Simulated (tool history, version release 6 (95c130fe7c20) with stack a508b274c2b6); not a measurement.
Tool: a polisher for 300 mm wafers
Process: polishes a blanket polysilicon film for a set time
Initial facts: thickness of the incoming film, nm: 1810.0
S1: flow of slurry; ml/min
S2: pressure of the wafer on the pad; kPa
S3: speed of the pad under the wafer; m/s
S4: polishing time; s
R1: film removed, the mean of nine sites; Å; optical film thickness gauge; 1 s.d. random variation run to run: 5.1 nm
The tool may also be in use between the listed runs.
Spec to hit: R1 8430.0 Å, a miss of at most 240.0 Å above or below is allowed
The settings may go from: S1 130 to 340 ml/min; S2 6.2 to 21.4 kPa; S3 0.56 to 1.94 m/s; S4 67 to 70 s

Run 1, hour 0.0: S1 220 ml/min, S2 13.8 kPa, S3 1.24 m/s, S4 67 s. Result: R1 5240.3 Å.
Run 2, hour 4.4: S1 170 ml/min, S2 13.8 kPa, S3 1.24 m/s, S4 67 s. Result: R1 5176.5 Å.
Run 3, hour 13.0: S1 135 ml/min, S2 13.8 kPa, S3 1.24 m/s, S4 67 s. Result: R1 4937.0 Å.
Run 4, hour 14.5: S1 135 ml/min, S2 13.8 kPa, S3 1.40 m/s, S4 67 s. Result: R1 5583.4 Å.
Run 5, hour 17.0: S1 160 ml/min, S2 15.2 kPa, S3 1.40 m/s, S4 67 s. Result: R1 6189.0 Å.
Run 6, hour 24.3: S1 160 ml/min, S2 17.9 kPa, S3 1.40 m/s, S4 67 s. Result: R1 6939.7 Å.
Run 7, hour 29.1: S1 180 ml/min, S2 18.6 kPa, S3 1.40 m/s, S4 67 s. Result: R1 7279.1 Å.
Run 8, hour 34.8: S1 190 ml/min, S2 19.3 kPa, S3 1.40 m/s, S4 67 s. Result: R1 7574.5 Å.
Run 9, hour 38.7: S1 200 ml/min, S2 20.0 kPa, S3 1.40 m/s, S4 67 s. Result: R1 7791.8 Å.
Run 10, hour 47.0: S1 200 ml/min, S2 20.7 kPa, S3 1.40 m/s, S4 67 s. Result: R1 8012.6 Å.

Which one of the following 4 next-run settings gets every result inside its allowed miss? There is exactly one.
Run A, hour 55.3: S1 160 ml/min, S2 20.0 kPa, S3 1.38 m/s, S4 70 s. Result: R1 ?.
Run B, hour 55.3: S1 145 ml/min, S2 21.4 kPa, S3 1.34 m/s, S4 67 s. Result: R1 ?.
Run C, hour 55.3: S1 285 ml/min, S2 21.4 kPa, S3 1.18 m/s, S4 70 s. Result: R1 ?.
Run D, hour 55.3: S1 240 ml/min, S2 15.2 kPa, S3 1.80 m/s, S4 68 s. Result: R1 ?.

move      R1
   A  7846.0
   B  7609.0
   C  7565.7
   D  8311.5
A: lands further from the targets than the last run did
B: lands further from the targets than the last run did
C: lands further from the targets than the last run did
D: all results in spec
Correct choice: D, which meets every target
